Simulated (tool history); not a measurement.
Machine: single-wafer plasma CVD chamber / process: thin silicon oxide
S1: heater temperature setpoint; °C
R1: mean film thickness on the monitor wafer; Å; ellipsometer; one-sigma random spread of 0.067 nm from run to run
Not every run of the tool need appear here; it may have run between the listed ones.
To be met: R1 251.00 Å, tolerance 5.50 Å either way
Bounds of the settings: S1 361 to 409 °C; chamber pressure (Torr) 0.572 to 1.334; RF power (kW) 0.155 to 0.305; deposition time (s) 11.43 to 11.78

run 1 day=0.000 | S1=385 chamber_pressure_(Torr)=0.953 RF_power_(kW)=0.230 deposition_time_(s)=11.43 | R1=219.83
run 2 day=0.312 | S1=385 chamber_pressure_(Torr)=0.953 RF_power_(kW)=0.255 deposition_time_(s)=11.43 | R1=233.61
run 3 day=0.546 | S1=378 chamber_pressure_(Torr)=0.953 RF_power_(kW)=0.255 deposition_time_(s)=11.43 | R1=234.20
run 4 day=0.671 | S1=378 chamber_pressure_(Torr)=0.975 RF_power_(kW)=0.255 deposition_time_(s)=11.43 | R1=236.65
run 5 day=0.921 | S1=378 chamber_pressure_(Torr)=0.995 RF_power_(kW)=0.255 deposition_time_(s)=11.43 | R1=241.14
run 6 day=1.229 | S1=378 chamber_pressure_(Torr)=0.995 RF_power_(kW)=0.255 deposition_time_(s)=11.43 | R1=240.71
run 7 day=1.417 | S1=378 chamber_pressure_(Torr)=1.009 RF_power_(kW)=0.255 deposition_time_(s)=11.43 | R1=240.76
run 8 day=1.479 | S1=378 chamber_pressure_(Torr)=1.026 RF_power_(kW)=0.255 deposition_time_(s)=11.43 | R1=243.02
run 9 day=1.592 | S1=378 chamber_pressure_(Torr)=1.040 RF_power_(kW)=0.255 deposition_time_(s)=11.43 | R1=245.35

Which single option among these 5 for the next run brings every result within its allowed miss of target? Just one does.
run A day=1.704 | S1=383 chamber_pressure_(Torr)=0.950 RF_power_(kW)=0.250 deposition_time_(s)=11.50 | R1=?
run B day=1.704 | S1=373 chamber_pressure_(Torr)=0.987 RF_power_(kW)=0.260 deposition_time_(s)=11.43 | R1=?
run C day=1.704 | S1=369 chamber_pressure_(Torr)=1.055 RF_power_(kW)=0.235 deposition_time_(s)=11.43 | R1=?
run D day=1.704 | S1=381 chamber_pressure_(Torr)=1.098 RF_power_(kW)=0.255 deposition_time_(s)=11.78 | R1=?
run E day=1.704 | S1=377 chamber_pressure_(Torr)=1.056 RF_power_(kW)=0.250 deposition_time_(s)=11.66 | R1=?

move=A R1=231.87
move=B R1=241.71
move=C R1=238.92
move=D R1=259.56
move=E R1=250.10
A: lands further from the targets than the last run did
B: lands further from the targets than the last run did
C: lands further from the targets than the last run did
D: carries the result that was furthest off beyond its target, to the other side
E: each result inside its tolerance
Move E is the one to make.
